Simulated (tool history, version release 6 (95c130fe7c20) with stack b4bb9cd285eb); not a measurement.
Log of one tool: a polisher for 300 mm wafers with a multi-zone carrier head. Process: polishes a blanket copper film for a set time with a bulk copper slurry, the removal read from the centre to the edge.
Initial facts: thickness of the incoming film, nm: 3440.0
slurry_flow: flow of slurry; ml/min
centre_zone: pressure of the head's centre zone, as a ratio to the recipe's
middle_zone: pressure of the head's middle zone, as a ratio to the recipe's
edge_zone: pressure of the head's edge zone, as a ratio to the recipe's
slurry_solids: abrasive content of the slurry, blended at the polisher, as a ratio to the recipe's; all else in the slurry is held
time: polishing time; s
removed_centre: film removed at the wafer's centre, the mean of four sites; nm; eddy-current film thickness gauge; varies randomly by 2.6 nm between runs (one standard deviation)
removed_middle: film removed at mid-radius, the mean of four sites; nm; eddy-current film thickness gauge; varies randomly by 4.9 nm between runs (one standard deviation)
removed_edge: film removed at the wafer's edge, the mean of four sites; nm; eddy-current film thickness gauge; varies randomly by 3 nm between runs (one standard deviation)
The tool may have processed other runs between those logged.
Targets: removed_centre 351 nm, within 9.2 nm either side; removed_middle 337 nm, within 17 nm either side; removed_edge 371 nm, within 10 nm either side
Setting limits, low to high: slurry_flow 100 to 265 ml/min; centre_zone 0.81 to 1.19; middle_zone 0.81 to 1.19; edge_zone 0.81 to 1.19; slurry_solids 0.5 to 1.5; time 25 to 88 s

run  hour  slurry_flow  centre_zone  middle_zone  edge_zone  slurry_solids  time  removed_centre  removed_middle  removed_edge
  1     0          170            1            1          1              1    56          486.56          463.08        457.54
  2   4.4          170         1.04            1          1              1    56          507.02          471.62        461.74
  3    11          155         0.97         0.95       0.96            0.9    56          451.62          434.06        440.91
  4  17.1          120         0.97         0.95       0.96            0.9    56          436.75          406.94        427.29
  5  22.7          115         0.94         0.92       0.94            0.8    55          404.51           384.2        405.36
  6  28.9          140         0.94         0.92       0.94            0.8    55          415.99          397.35        407.42
  7    35          130         0.91         0.89       0.93           0.75    55          390.65          373.37        403.05
  8  39.1          125         0.89         0.87        0.9            0.7    55          371.69          363.17        385.95
  9  47.8          120         0.88         0.85       0.89            0.7    55           367.6             356        387.36
 10  55.9          115         0.88         0.84       0.88            0.7    55          367.31          350.51        380.84

Exactly one of the 4 candidate moves below puts every result within its allowed miss. Which one?
  A    64          135         0.86         0.84       0.88           0.65    53               ?               ?             ?
  B    64          150         0.88         0.86       0.86            0.7    50               ?               ?             ?
  C    64          105         0.83         0.94       0.81           0.75    54               ?               ?             ?
  D    64          115         0.92         0.81       0.87           0.65    51               ?               ?             ?

move  removed_centre  removed_middle  removed_edge
   A          348.76          343.94        369.52
   B          348.44          341.47        354.57
   C          336.35          379.48        362.49
   D          348.27           312.6        347.23
A: every result within its allowed miss
B: gets the furthest-off result to its target, but another result is out of tolerance
C: takes the biggest miss from the last run beyond its target
D: gets the furthest-off result to its target, but another result is out of tolerance
Go with A: it meets all targets.
